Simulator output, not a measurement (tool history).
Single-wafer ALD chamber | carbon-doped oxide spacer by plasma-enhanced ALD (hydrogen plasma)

run    day  heater temperature setpoint (K)  number of ALD cycles (cycles)  mean film thickness on the monitor wafer (nm)
  1      0                           683.15                            197                                         10.412
  2  0.379                           685.15                            193                                         10.134
  3  0.754                           687.15                            190                                         9.9194
  4  1.004                           697.15                            190                                         9.5193
  5  1.071                           698.15                            188                                         9.4079
  6  1.112                           698.15                            206                                         10.328
  7  1.483                           699.15                            202                                         10.053

Forecast run 8:
  8  1.538                           700.15                            198                                              ?

{"run 8": {"mean film thickness on the monitor wafer (nm)": 9.8773}}
